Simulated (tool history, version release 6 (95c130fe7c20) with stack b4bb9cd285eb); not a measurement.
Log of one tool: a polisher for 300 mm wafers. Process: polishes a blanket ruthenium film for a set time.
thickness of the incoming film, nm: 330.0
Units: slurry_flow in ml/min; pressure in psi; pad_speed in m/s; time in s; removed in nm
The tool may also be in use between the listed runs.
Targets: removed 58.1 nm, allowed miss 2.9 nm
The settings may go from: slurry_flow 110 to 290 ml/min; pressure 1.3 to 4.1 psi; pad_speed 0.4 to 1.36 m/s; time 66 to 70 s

run	hour	slurry_flow	pressure	pad_speed	time	removed
1	0	185	2.7	0.88	66	85.291
2	2.4	185	2.5	0.88	66	83.648
3	10.5	185	2.5	0.72	66	68.963
4	19.6	185	2.4	0.72	66	65.355
5	26.2	215	2.4	0.72	66	69.643
6	34.5	205	2.3	0.72	66	65.443
7	36.5	200	2.2	0.72	66	64.507
8	37.5	195	2.1	0.72	66	63.249

5 next moves are on the table. One of them brings every result within its allowed miss. Which?
A	38.5	215	2.2	0.7	69	?
B	38.5	195	1.9	0.72	66	?
C	38.5	235	2.1	0.56	66	?
D	38.5	180	2.3	0.56	66	?
E	38.5	185	2.2	0.72	70	?

move	removed
A	66.396
B	58.999
C	51.684
D	52.554
E	67.542
A: further off than the last run
B: meets every target
C: takes the result that was furthest off past its target
D: takes the result that was furthest off past its target
E: further off than the last run
The right move is B.

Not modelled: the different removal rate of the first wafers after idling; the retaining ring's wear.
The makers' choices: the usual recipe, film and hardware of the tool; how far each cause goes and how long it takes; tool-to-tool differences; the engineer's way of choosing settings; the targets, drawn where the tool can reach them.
